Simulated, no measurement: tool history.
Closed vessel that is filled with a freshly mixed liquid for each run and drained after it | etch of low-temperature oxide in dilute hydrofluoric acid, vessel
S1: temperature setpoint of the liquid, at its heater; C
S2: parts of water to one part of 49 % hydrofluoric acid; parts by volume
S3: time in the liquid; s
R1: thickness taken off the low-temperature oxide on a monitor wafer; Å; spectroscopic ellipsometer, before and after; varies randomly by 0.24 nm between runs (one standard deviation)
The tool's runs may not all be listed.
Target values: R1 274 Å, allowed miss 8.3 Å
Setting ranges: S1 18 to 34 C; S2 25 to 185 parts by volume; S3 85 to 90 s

run,hour,S1,S2,S3,R1
1,0,26,105,85,140.69
2,3.2,27.5,100,85,158.16
3,12,27.5,100,90,169.4
4,14.3,24.5,100,90,152.09
5,17.7,26,95,90,167.67
6,26.4,27.5,90,90,190.55
7,35.6,28.5,90,90,201.33
8,36.9,29.5,90,90,206.99
9,41.4,30.5,90,90,213.59
10,49.5,31,90,90,219.05
11,51.5,31.5,90,90,220.83
12,56,32,90,90,225.76
13,63.5,32,90,90,223.57
14,71.7,32.5,90,90,230.11
15,79.4,33,90,90,234.44
16,82.1,34,75,90,299.65
17,83.6,33.5,75,90,295.37
18,85.1,33,75,90,285.28
19,88.5,32.5,75,90,286.57

Exercise: of the 5 proposed moves below, exactly one satisfies all targets within the stated allowed misses. Which move is it?
A,91.9,34,85,90,?
B,91.9,33,75,85,?
C,91.9,33,75,90,?
D,91.9,32.5,70,90,?
E,91.9,33.5,75,90,?

move,R1
A,262.82
B,275.43
C,291.63
D,309.09
E,297.12
A: moves the result that the last run missed by most past its target, out the other side
B: every result within its allowed miss
C: misses by more than the last run did
D: misses by more than the last run did
E: misses by more than the last run did
The right move is B.
